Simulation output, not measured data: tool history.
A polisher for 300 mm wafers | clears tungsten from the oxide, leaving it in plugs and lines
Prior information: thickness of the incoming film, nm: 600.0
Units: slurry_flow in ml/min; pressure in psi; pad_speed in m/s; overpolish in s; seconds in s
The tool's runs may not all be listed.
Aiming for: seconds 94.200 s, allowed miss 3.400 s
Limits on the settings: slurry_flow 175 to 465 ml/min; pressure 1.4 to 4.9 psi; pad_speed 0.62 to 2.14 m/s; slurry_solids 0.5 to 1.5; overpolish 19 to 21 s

run	hour	slurry_flow	pressure	pad_speed	slurry_solids	overpolish	seconds
1	0.0	295	3.1	1.38	1.0	19	146.830
2	5.6	295	3.5	1.38	1.0	19	130.820
3	8.4	295	3.5	1.12	1.0	19	154.900
4	13.0	240	3.5	1.12	1.0	19	159.180
5	19.2	240	3.5	1.12	1.0	21	160.740
6	26.7	245	3.9	1.16	1.0	21	138.940
7	35.8	250	4.2	1.20	1.0	21	126.580
8	44.2	255	4.4	1.24	1.0	21	117.580
9	49.5	255	4.5	1.28	1.0	21	107.620
10	58.0	255	4.6	1.28	1.0	21	108.900
11	59.7	255	4.7	1.30	1.0	21	104.570

Pick the move, out of 4, that brings all results within their allowed miss; only one does.
A	61.4	210	3.8	2.08	0.7	19	?
B	61.4	255	4.6	1.14	1.2	20	?
C	61.4	285	4.9	1.60	0.8	19	?
D	61.4	255	4.9	1.50	1.0	19	?

move	seconds
A	92.889
B	113.370
C	86.408
D	87.076
A: all results in spec
B: the biggest miss grows against the last run
C: takes the result that was furthest off past its target
D: takes the result that was furthest off past its target
Go with A: it meets all targets.

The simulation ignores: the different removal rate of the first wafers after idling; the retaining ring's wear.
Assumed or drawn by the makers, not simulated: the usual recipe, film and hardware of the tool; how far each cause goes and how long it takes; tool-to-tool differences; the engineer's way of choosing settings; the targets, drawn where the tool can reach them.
